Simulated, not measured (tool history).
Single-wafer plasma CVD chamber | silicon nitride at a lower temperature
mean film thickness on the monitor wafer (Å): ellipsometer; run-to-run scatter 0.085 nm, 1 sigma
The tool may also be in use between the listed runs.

run  hour  heater temperature setpoint (°C)  chamber pressure (mTorr)  RF power (W)  deposition time (s)  mean film thickness on the monitor wafer (Å)
  1   0.0                               335                      2060           315                 13.5                                        171.65
  2   3.2                               335                      2060           315                 13.9                                        176.21
  3   8.5                               335                      2250           315                 13.9                                        182.73
  4  10.1                               335                      2310           315                 13.9                                        183.36
  5  17.5                               335                      2370           315                 13.9                                        186.11
  6  26.4                               329                      2370           315                 13.9                                        187.15
  7  32.8                               329                      2410           315                 13.9                                        186.41
  8  34.1                               329                      2450           315                 13.9                                        188.75
  9  39.2                               329                      2480           315                 13.9                                        189.17

Expected results for the next run?
 10  47.1                               329                      2510           315                 13.9                                             ?

For run 10 the tool returned mean film thickness on the monitor wafer (Å) 188.26.
